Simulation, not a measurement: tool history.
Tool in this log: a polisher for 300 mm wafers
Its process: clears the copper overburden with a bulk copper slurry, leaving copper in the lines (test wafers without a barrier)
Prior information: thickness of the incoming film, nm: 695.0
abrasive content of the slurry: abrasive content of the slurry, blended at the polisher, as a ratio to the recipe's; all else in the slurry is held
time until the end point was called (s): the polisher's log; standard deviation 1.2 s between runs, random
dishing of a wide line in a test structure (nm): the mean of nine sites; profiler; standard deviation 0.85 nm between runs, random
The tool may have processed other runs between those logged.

run,hour,flow of slurry (ml/min),pressure of the wafer on the pad (kPa),speed of the pad under the wafer (m/s),abrasive content of the slurry,overpolish time after the end point (s),time until the end point was called (s),dishing of a wide line in a test structure (nm)
1,0,175,11.7,1.36,1,30,100.54,62.247
2,6.8,175,11.7,1.5,1,30,91.546,62.085
3,8.6,175,11.7,1.5,1.1,30,88.953,62.611
4,15.6,175,11,1.5,1.1,31,93.991,62.436
5,22.9,175,10.3,1.5,1.1,31,101.01,60.564
6,30.7,165,9,1.5,1.1,32,118.98,55.766
7,36.8,165,9,1.5,1.1,32,115.77,54.094

Predict the results of run 8:
8,43.7,165,9,1.5,1.1,33,?,?

time until the end point was called (s): 117.98
dishing of a wide line in a test structure (nm): 56.304

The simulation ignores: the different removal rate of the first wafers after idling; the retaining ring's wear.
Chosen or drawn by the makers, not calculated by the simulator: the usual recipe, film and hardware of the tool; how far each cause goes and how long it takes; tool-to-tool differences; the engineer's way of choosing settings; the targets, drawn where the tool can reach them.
